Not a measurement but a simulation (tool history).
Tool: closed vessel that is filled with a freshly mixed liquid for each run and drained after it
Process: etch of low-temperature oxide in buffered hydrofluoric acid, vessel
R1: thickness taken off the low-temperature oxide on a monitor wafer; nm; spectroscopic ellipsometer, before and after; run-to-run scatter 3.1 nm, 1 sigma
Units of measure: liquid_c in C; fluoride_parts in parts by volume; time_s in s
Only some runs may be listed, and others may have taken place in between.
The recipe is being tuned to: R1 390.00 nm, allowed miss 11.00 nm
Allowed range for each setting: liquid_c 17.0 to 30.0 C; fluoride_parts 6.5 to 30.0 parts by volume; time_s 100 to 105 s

{"run": 1, "hour": 0.0, "liquid_c": 22.0, "fluoride_parts": 18.5, "time_s": 100, "R1": 160.29}
{"run": 2, "hour": 3.6, "liquid_c": 24.0, "fluoride_parts": 16.5, "time_s": 100, "R1": 201.73}
{"run": 3, "hour": 10.3, "liquid_c": 25.5, "fluoride_parts": 15.0, "time_s": 100, "R1": 242.03}
{"run": 4, "hour": 16.7, "liquid_c": 25.5, "fluoride_parts": 15.0, "time_s": 100, "R1": 242.49}
{"run": 5, "hour": 23.9, "liquid_c": 26.5, "fluoride_parts": 14.0, "time_s": 100, "R1": 275.21}
{"run": 6, "hour": 30.8, "liquid_c": 26.5, "fluoride_parts": 17.0, "time_s": 100, "R1": 225.01}
{"run": 7, "hour": 34.8, "liquid_c": 27.5, "fluoride_parts": 15.5, "time_s": 100, "R1": 259.6}
{"run": 8, "hour": 43.2, "liquid_c": 28.0, "fluoride_parts": 14.5, "time_s": 100, "R1": 286.25}
{"run": 9, "hour": 51.4, "liquid_c": 28.5, "fluoride_parts": 13.5, "time_s": 100, "R1": 311.91}
{"run": 10, "hour": 52.7, "liquid_c": 29.0, "fluoride_parts": 13.0, "time_s": 100, "R1": 330.51}
{"run": 11, "hour": 60.8, "liquid_c": 29.0, "fluoride_parts": 12.5, "time_s": 100, "R1": 346.6}
{"run": 12, "hour": 68.1, "liquid_c": 29.5, "fluoride_parts": 12.0, "time_s": 100, "R1": 372.72}

Exercise: of the 4 proposed moves below, exactly one satisfies all targets within the stated allowed misses. Which move is it?
{"run": "A", "hour": 75.4, "liquid_c": 29.0, "fluoride_parts": 11.0, "time_s": 100, "R1": "?"}
{"run": "B", "hour": 75.4, "liquid_c": 28.0, "fluoride_parts": 10.5, "time_s": 105, "R1": "?"}
{"run": "C", "hour": 75.4, "liquid_c": 30.0, "fluoride_parts": 13.0, "time_s": 100, "R1": "?"}
{"run": "D", "hour": 75.4, "liquid_c": 29.5, "fluoride_parts": 13.0, "time_s": 100, "R1": "?"}

move=A R1=393.22
move=B R1=409.71
move=C R1=352.14
move=D R1=343.00
A: hits every target within its allowed miss
B: takes the biggest miss from the last run beyond its target
C: moves away from the targets compared with the last run
D: moves away from the targets compared with the last run
The right move is A.

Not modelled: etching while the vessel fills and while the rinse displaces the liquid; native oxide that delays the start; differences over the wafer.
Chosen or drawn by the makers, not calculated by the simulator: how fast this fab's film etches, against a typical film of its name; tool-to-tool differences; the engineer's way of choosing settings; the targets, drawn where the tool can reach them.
